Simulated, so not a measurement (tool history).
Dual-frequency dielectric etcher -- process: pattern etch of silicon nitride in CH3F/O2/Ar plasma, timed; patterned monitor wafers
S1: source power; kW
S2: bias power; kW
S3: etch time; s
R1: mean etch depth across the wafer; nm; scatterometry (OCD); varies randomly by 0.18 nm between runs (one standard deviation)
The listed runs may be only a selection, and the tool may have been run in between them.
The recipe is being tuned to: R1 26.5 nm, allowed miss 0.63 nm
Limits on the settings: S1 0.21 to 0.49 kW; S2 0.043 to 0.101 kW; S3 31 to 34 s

Run 1, hour 0: S1 0.35 kW, S2 0.072 kW, S3 34 s. Result: R1 22.974 nm.
Run 2, hour 3.1: S1 0.38 kW, S2 0.074 kW, S3 34 s. Result: R1 23.994 nm.
Run 3, hour 4.5: S1 0.4 kW, S2 0.075 kW, S3 34 s. Result: R1 24.547 nm.
Run 4, hour 8.6: S1 0.42 kW, S2 0.075 kW, S3 34 s. Result: R1 24.77 nm.
Run 5, hour 9.7: S1 0.42 kW, S2 0.068 kW, S3 34 s. Result: R1 24.029 nm.
Run 6, hour 10.9: S1 0.44 kW, S2 0.071 kW, S3 34 s. Result: R1 24.826 nm.
Run 7, hour 19.3: S1 0.44 kW, S2 0.071 kW, S3 34 s. Result: R1 24.861 nm.
Run 8, hour 22: S1 0.45 kW, S2 0.073 kW, S3 34 s. Result: R1 25.477 nm.
Run 9, hour 30.1: S1 0.45 kW, S2 0.073 kW, S3 34 s. Result: R1 25.325 nm.
Run 10, hour 31.2: S1 0.46 kW, S2 0.074 kW, S3 34 s. Result: R1 25.762 nm.
Run 11, hour 33.2: S1 0.47 kW, S2 0.074 kW, S3 34 s. Result: R1 25.563 nm.

4 next moves are on the table. One of them brings every result within its allowed miss. Which?
Run A, hour 35.2: S1 0.49 kW, S2 0.075 kW, S3 34 s. Result: R1 ?.
Run B, hour 35.2: S1 0.48 kW, S2 0.076 kW, S3 33 s. Result: R1 ?.
Run C, hour 35.2: S1 0.42 kW, S2 0.076 kW, S3 33.5 s. Result: R1 ?.
Run D, hour 35.2: S1 0.47 kW, S2 0.075 kW, S3 32.5 s. Result: R1 ?.

move      R1
   A  26.194
   B  25.365
   C  24.519
   D  24.657
A: every result lands within tolerance
B: misses by more than the last run did
C: misses by more than the last run did
D: misses by more than the last run did
So the answer is move A, the one that meets all the targets.
